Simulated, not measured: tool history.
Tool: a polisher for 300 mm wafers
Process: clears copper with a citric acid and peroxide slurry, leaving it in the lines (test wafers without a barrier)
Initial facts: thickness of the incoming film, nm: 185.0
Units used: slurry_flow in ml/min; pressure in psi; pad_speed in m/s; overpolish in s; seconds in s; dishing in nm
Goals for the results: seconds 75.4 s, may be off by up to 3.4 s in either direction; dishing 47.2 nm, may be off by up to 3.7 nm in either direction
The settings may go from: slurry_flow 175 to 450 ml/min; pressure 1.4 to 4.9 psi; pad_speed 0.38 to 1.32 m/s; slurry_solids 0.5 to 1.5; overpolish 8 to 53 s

Run 1, hour 0: slurry_flow 290 ml/min, pressure 3.1 psi, pad_speed 0.84 m/s, slurry_solids 1, overpolish 27 s. Result: seconds 100.4 s, dishing 30.575 nm.
Run 2, hour 5.8: slurry_flow 290 ml/min, pressure 3.1 psi, pad_speed 0.72 m/s, slurry_solids 1, overpolish 27 s. Result: seconds 114.86 s, dishing 26.873 nm.
Run 3, hour 10.5: slurry_flow 290 ml/min, pressure 3.1 psi, pad_speed 0.8 m/s, slurry_solids 1, overpolish 27 s. Result: seconds 102.3 s, dishing 28.367 nm.
Run 4, hour 11.6: slurry_flow 290 ml/min, pressure 3.1 psi, pad_speed 0.8 m/s, slurry_solids 1.1, overpolish 27 s. Result: seconds 99.377 s, dishing 29.312 nm.
Run 5, hour 14.7: slurry_flow 290 ml/min, pressure 3.1 psi, pad_speed 0.8 m/s, slurry_solids 1.1, overpolish 22 s. Result: seconds 101.18 s, dishing 24.868 nm.
Run 6, hour 15.5: slurry_flow 290 ml/min, pressure 3.1 psi, pad_speed 1.02 m/s, slurry_solids 1.1, overpolish 22 s. Result: seconds 83.942 s, dishing 29.255 nm.
Run 7, hour 18.3: slurry_flow 290 ml/min, pressure 3.1 psi, pad_speed 1.02 m/s, slurry_solids 1.1, overpolish 23 s. Result: seconds 82.659 s, dishing 30.912 nm.
Run 8, hour 22.4: slurry_flow 290 ml/min, pressure 3.1 psi, pad_speed 1.02 m/s, slurry_solids 1.1, overpolish 24 s. Result: seconds 82.961 s, dishing 31.934 nm.
Run 9, hour 25.4: slurry_flow 290 ml/min, pressure 3.1 psi, pad_speed 1.02 m/s, slurry_solids 1.1, overpolish 25 s. Result: seconds 82.115 s, dishing 31.692 nm.
Run 10, hour 32.3: slurry_flow 290 ml/min, pressure 3.1 psi, pad_speed 1.02 m/s, slurry_solids 1.1, overpolish 26 s. Result: seconds 83.166 s, dishing 35.721 nm.
Run 11, hour 32.8: slurry_flow 290 ml/min, pressure 3.3 psi, pad_speed 1.02 m/s, slurry_solids 1.1, overpolish 28 s. Result: seconds 79.191 s, dishing 38.119 nm.
Run 12, hour 37.1: slurry_flow 290 ml/min, pressure 3.3 psi, pad_speed 1.02 m/s, slurry_solids 1.1, overpolish 29 s. Result: seconds 81.599 s, dishing 38.364 nm.
Run 13, hour 44.5: slurry_flow 290 ml/min, pressure 3.5 psi, pad_speed 1.02 m/s, slurry_solids 1.1, overpolish 31 s. Result: seconds 74.953 s, dishing 44.015 nm.

Next run, 4 choices. One meets every target within its allowed miss, the rest don't. Which?
Run A, hour 51.9: slurry_flow 235 ml/min, pressure 2.8 psi, pad_speed 1.28 m/s, slurry_solids 1, overpolish 34 s. Result: seconds ?, dishing ?.
Run B, hour 51.9: slurry_flow 280 ml/min, pressure 3.7 psi, pad_speed 0.96 m/s, slurry_solids 1.25, overpolish 26 s. Result: seconds ?, dishing ?.
Run C, hour 51.9: slurry_flow 285 ml/min, pressure 3.4 psi, pad_speed 1.02 m/s, slurry_solids 1.1, overpolish 30 s. Result: seconds ?, dishing ?.
Run D, hour 51.9: slurry_flow 280 ml/min, pressure 3.1 psi, pad_speed 1 m/s, slurry_solids 1.25, overpolish 30 s. Result: seconds ?, dishing ?.

move  seconds  dishing
   A   75.749   47.024
   B   74.933   38.176
   C    77.74   41.749
   D     82.3   39.588
A: every result lands within tolerance
B: its largest miss is bigger than the last run's
C: its largest miss is bigger than the last run's
D: its largest miss is bigger than the last run's
So the answer is move A, the one that meets all the targets.
